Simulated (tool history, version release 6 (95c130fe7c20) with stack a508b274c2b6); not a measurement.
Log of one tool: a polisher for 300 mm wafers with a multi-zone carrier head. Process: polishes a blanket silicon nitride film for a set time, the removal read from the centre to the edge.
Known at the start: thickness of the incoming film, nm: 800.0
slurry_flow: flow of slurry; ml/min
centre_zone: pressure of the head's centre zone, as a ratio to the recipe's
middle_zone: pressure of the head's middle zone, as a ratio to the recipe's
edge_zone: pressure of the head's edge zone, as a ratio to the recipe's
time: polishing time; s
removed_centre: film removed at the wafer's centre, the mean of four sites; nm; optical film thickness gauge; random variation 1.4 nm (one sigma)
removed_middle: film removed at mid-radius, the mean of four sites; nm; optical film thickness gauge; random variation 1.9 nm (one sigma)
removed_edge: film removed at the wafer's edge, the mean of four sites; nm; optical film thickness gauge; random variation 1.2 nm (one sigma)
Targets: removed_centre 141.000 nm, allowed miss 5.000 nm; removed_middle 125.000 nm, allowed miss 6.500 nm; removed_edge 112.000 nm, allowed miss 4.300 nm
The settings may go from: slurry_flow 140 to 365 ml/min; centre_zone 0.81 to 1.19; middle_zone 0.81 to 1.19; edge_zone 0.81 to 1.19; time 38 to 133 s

run  hour  slurry_flow  centre_zone  middle_zone  edge_zone  time  removed_centre  removed_middle  removed_edge
  1   0.0          235         1.00         1.00       1.00    85          99.899          93.047        90.949
  2   0.9          245         1.04         1.03       1.02    88         105.600          99.433        96.595
  3   6.0          250         1.08         1.04       1.00    92         114.700         106.610        99.494
  4  10.9          250         1.08         1.11       1.00    92         115.420         113.940        99.869
  5  13.3          200         1.08         1.11       1.00    92         112.430         109.850        98.476
  6  18.5          210         1.11         1.10       1.00    95         116.900         115.200        98.898
     20.0  -- centre zone pressure recalibrated
  7  20.0          210         1.11         1.10       1.00    95         113.170         109.490       100.460
  8  25.9          240         1.13         1.09       0.99    97         118.510         114.390       103.070
  9  33.5          240         1.13         1.09       0.99    97         118.340         115.510       101.820
 10  39.2          250         1.15         1.05       0.95   102         127.040         118.180       106.090
 11  39.9          260         1.16         1.04       0.94   104         130.200         121.480       109.180
 12  42.5          270         1.17         1.02       0.91   106         135.390         120.430       111.140

Which of these 5 next moves meets every target?
  A  45.1          260         1.14         1.01       0.88   106               ?               ?             ?
  B  45.1          265         1.07         0.98       0.98   107               ?               ?             ?
  C  45.1          200         1.19         1.02       0.94   106               ?               ?             ?
  D  45.1          240         1.17         1.06       0.95   104               ?               ?             ?
  E  45.1          295         1.17         0.99       0.84   110               ?               ?             ?

move  removed_centre  removed_middle  removed_edge
   A         131.400         119.440       107.770
   B         126.710         117.980       114.570
   C         132.000         117.320       108.990
   D         130.460         120.810       108.870
   E         140.750         123.370       110.460
A: further off than the last run
B: further off than the last run
C: further off than the last run
D: further off than the last run
E: meets every target
Move E is the one to make.

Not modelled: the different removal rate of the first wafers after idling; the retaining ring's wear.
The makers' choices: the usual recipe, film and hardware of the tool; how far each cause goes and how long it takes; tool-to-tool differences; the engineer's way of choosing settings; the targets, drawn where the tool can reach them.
